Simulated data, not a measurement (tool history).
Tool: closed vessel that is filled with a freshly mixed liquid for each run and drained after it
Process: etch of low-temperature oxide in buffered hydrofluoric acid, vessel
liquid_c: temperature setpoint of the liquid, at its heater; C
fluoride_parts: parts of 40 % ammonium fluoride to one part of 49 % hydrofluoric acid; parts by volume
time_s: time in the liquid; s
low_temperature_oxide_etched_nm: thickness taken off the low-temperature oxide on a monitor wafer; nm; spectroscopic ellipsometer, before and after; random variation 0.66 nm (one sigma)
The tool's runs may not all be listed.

run  hour  liquid_c  fluoride_parts  time_s  low_temperature_oxide_etched_nm
  1   0.0      20.0            10.0      85                           255.71
  2   7.8      20.0            12.0      85                           213.46
  3  10.1      19.5            12.5      85                           200.50
  4  17.3      17.0            12.5      85                           172.19
  5  24.8      19.0            12.5      85                           193.48
  6  26.1      19.0            12.5      85                           195.15
  7  30.9      18.5            13.0      85                           181.04

The next listed run, before its measurement:
  8  34.8      17.5            14.0      85                                ?

Run 8 produced low_temperature_oxide_etched_nm 159.81 nm.

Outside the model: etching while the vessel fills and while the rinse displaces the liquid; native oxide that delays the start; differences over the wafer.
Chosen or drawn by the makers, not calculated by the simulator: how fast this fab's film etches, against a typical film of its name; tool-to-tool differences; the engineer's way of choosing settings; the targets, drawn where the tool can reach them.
